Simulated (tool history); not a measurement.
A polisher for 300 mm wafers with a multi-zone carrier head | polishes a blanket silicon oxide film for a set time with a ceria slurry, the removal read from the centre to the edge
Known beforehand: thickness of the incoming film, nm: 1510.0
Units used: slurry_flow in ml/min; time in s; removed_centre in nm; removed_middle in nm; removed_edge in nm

run    day  slurry_flow  centre_zone  middle_zone  edge_zone  time  removed_centre  removed_middle  removed_edge
  1      0          315            1            1          1    66          304.69          307.67        319.99
  2  0.129          315            1            1          1    50          228.29          232.59        239.46
  3  0.212          320         1.02         1.02       1.03    56          263.11          264.25        270.63
  4  0.433          320         1.02         1.06       1.03    56           261.4          273.38        276.08
  5  0.658          320         1.02         0.98       1.03    56          260.99          256.34        270.35
  6  0.983          320         1.02         1.05       1.03    56          260.01          271.86        268.58
  7  1.217          320         1.03         1.05       1.05    61          283.94           295.1           295
  8  1.317          320         1.04         1.04       1.06    65          305.03          310.31        320.27

Run 9, settings as shown, results not yet in. Your forecast:
  9  1.396          325         1.06         1.05       1.07    68               ?               ?             ?

{"run 9": {"removed_centre": 332.3, "removed_middle": 335.02, "removed_edge": 333.58}}

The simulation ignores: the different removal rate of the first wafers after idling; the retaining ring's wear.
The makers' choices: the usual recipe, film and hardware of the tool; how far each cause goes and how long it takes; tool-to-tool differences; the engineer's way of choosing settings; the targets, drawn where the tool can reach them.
